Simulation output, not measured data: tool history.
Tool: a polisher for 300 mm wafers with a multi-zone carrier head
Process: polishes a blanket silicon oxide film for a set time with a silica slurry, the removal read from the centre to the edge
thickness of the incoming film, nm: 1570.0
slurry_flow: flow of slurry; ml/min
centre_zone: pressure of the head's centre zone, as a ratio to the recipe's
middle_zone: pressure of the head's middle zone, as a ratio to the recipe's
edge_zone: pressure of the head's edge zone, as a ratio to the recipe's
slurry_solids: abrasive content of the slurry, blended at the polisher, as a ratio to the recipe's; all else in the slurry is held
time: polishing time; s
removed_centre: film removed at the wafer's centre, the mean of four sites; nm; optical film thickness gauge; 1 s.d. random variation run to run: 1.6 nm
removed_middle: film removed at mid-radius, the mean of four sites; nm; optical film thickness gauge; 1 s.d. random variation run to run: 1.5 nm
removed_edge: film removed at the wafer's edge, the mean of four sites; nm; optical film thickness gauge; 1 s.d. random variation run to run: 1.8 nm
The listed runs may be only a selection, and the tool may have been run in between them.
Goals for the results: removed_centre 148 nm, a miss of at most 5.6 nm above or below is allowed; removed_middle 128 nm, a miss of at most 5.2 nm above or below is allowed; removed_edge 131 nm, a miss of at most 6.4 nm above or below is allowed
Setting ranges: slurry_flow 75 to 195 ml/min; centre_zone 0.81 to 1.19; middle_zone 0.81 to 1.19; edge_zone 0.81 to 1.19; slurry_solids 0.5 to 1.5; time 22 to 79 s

Run 1, hour 0: slurry_flow 125 ml/min, centre_zone 1, middle_zone 1, edge_zone 1, slurry_solids 1, time 50 s. Result: removed_centre 96.123 nm, removed_middle 96.489 nm, removed_edge 89.538 nm.
Run 2, hour 6.1: slurry_flow 125 ml/min, centre_zone 1, middle_zone 1.08, edge_zone 1, slurry_solids 1, time 50 s. Result: removed_centre 96.282 nm, removed_middle 104.9 nm, removed_edge 93.434 nm.
Run 3, hour 6.8: slurry_flow 125 ml/min, centre_zone 1, middle_zone 1.08, edge_zone 1, slurry_solids 1, time 41 s. Result: removed_centre 78.893 nm, removed_middle 84.579 nm, removed_edge 74.497 nm.
Run 4, hour 7.7: slurry_flow 130 ml/min, centre_zone 1.04, middle_zone 1.06, edge_zone 1.05, slurry_solids 1.15, time 44 s. Result: removed_centre 92.644 nm, removed_middle 95.655 nm, removed_edge 87.988 nm.
Run 5, hour 12.3: slurry_flow 140 ml/min, centre_zone 1.08, middle_zone 1.04, edge_zone 1.08, slurry_solids 1.25, time 46 s. Result: removed_centre 103.58 nm, removed_middle 103.87 nm, removed_edge 93.828 nm.
Run 6, hour 19.2: slurry_flow 135 ml/min, centre_zone 1.1, middle_zone 1, edge_zone 1.1, slurry_solids 1.3, time 50 s. Result: removed_centre 115.68 nm, removed_middle 106.98 nm, removed_edge 104.94 nm.
Run 7, hour 20.2: slurry_flow 135 ml/min, centre_zone 1.12, middle_zone 0.99, edge_zone 1.11, slurry_solids 1.35, time 52 s. Result: removed_centre 123.12 nm, removed_middle 113.45 nm, removed_edge 111.37 nm.
At hour 23.4: edge zone pressure recalibrated.
Run 8, hour 23.4: slurry_flow 170 ml/min, centre_zone 1.18, middle_zone 0.93, edge_zone 1.19, slurry_solids 1.5, time 54 s. Result: removed_centre 144.31 nm, removed_middle 123.06 nm, removed_edge 138.37 nm.
Run 9, hour 30.5: slurry_flow 170 ml/min, centre_zone 1.18, middle_zone 0.94, edge_zone 1.17, slurry_solids 1.5, time 54 s. Result: removed_centre 144.43 nm, removed_middle 121.89 nm, removed_edge 134.1 nm.
Run 10, hour 38.1: slurry_flow 170 ml/min, centre_zone 1.18, middle_zone 0.95, edge_zone 1.16, slurry_solids 1.5, time 54 s. Result: removed_centre 146.23 nm, removed_middle 122.87 nm, removed_edge 132.55 nm.

Which one of the following 4 next-run settings gets every result inside its allowed miss? There is exactly one.
Run A, hour 45.7: slurry_flow 190 ml/min, centre_zone 1.17, middle_zone 0.91, edge_zone 1.13, slurry_solids 1.5, time 52 s. Result: removed_centre ?, removed_middle ?, removed_edge ?.
Run B, hour 45.7: slurry_flow 175 ml/min, centre_zone 1.19, middle_zone 0.89, edge_zone 1.16, slurry_solids 1.4, time 55 s. Result: removed_centre ?, removed_middle ?, removed_edge ?.
Run C, hour 45.7: slurry_flow 185 ml/min, centre_zone 1.12, middle_zone 0.95, edge_zone 1.01, slurry_solids 1.45, time 57 s. Result: removed_centre ?, removed_middle ?, removed_edge ?.
Run D, hour 45.7: slurry_flow 160 ml/min, centre_zone 1.18, middle_zone 0.85, edge_zone 1.07, slurry_solids 1.5, time 54 s. Result: removed_centre ?, removed_middle ?, removed_edge ?.

move  removed_centre  removed_middle  removed_edge
   A          144.34          115.98        128.38
   B          149.29          116.33        133.47
   C          150.46          129.93        131.21
   D          145.95          110.53           127
A: moves away from the targets compared with the last run
B: moves away from the targets compared with the last run
C: all results in spec
D: moves away from the targets compared with the last run
Move C is the one to make.
